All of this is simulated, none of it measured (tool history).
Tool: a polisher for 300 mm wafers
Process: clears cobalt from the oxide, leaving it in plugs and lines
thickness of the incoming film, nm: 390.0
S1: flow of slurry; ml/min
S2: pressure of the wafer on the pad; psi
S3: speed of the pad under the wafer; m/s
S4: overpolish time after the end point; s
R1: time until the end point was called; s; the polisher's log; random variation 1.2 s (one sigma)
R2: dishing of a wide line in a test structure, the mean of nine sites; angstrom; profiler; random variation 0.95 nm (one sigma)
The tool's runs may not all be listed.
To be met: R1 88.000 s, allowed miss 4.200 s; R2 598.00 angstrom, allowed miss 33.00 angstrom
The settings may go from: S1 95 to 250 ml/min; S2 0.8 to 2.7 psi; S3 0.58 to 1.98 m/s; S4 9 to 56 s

run  hour   S1   S2    S3  S4      R1      R2
  1   0.0  160  1.7  1.28  29  61.254  590.38
  2   6.6  160  1.7  1.28  37  61.915  620.61
  3  10.9  160  1.6  1.28  38  66.897  618.62
  4  12.3  120  1.6  1.28  38  67.444  623.96
  5  13.9  120  1.5  1.28  38  70.210  614.22
  6  17.5  120  1.8  1.28  38  60.961  631.84
  7  20.8  120  1.6  1.26  38  69.153  613.06
  8  21.5  120  1.5  1.26  39  72.399  614.27
  9  23.3  120  1.4  1.26  39  77.399  626.05
 10  27.9  120  1.2  1.24  33  93.782  559.36

Which of these 4 next moves meets every target?
  A  32.5  115  1.1  1.22  45   ?   ?
  B  32.5   95  1.1  1.32  36   ?   ?
  C  32.5  105  1.5  1.08  44   ?   ?
  D  32.5  120  1.2  1.16  49   ?   ?

move       R1      R2
   A  101.990  612.10
   B   97.536  583.16
   C   86.415  628.11
   D   97.872  627.78
A: further off than the last run
B: further off than the last run
C: meets every target
D: further off than the last run
Answer: C
